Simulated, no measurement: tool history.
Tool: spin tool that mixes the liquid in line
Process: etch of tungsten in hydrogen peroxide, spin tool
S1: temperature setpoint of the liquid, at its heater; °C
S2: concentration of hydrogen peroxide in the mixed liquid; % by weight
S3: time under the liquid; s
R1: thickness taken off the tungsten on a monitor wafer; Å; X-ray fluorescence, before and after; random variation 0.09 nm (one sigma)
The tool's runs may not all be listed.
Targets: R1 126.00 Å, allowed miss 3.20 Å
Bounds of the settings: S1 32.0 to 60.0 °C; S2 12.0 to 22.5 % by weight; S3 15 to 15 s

{"run": 1, "hour": 0.0, "S1": 44.0, "S2": 15.5, "S3": 15, "R1": 230.63}
{"run": 2, "hour": 1.1, "S1": 44.0, "S2": 15.5, "S3": 15, "R1": 231.54}
{"run": 3, "hour": 4.8, "S1": 44.0, "S2": 14.0, "S3": 15, "R1": 218.34}
{"run": 4, "hour": 7.8, "S1": 49.5, "S2": 14.0, "S3": 15, "R1": 306.25}
{"run": 5, "hour": 14.0, "S1": 49.5, "S2": 14.0, "S3": 15, "R1": 310.2}
{"run": 6, "hour": 16.9, "S1": 49.5, "S2": 16.0, "S3": 15, "R1": 332.97}
{"run": 7, "hour": 23.9, "S1": 47.5, "S2": 16.0, "S3": 15, "R1": 290.28}
{"run": 8, "hour": 31.4, "S1": 45.5, "S2": 16.0, "S3": 15, "R1": 255.51}
{"run": 9, "hour": 32.9, "S1": 44.0, "S2": 16.0, "S3": 15, "R1": 234.6}
{"run": 10, "hour": 37.9, "S1": 42.5, "S2": 16.0, "S3": 15, "R1": 212.0}

4 next moves are on the table. One of them brings every result within its allowed miss. Which?
{"run": "A", "hour": 42.9, "S1": 33.5, "S2": 18.5, "S3": 15, "R1": "?"}
{"run": "B", "hour": 42.9, "S1": 37.5, "S2": 15.0, "S3": 15, "R1": "?"}
{"run": "C", "hour": 42.9, "S1": 36.0, "S2": 18.0, "S3": 15, "R1": "?"}
{"run": "D", "hour": 42.9, "S1": 46.5, "S2": 17.5, "S3": 15, "R1": "?"}

move=A R1=126.85
move=B R1=149.32
move=C R1=148.06
move=D R1=287.63
A: meets every target
B: nearer than the last run, and not there yet
C: nearer than the last run, and not there yet
D: further off than the last run
Answer: A

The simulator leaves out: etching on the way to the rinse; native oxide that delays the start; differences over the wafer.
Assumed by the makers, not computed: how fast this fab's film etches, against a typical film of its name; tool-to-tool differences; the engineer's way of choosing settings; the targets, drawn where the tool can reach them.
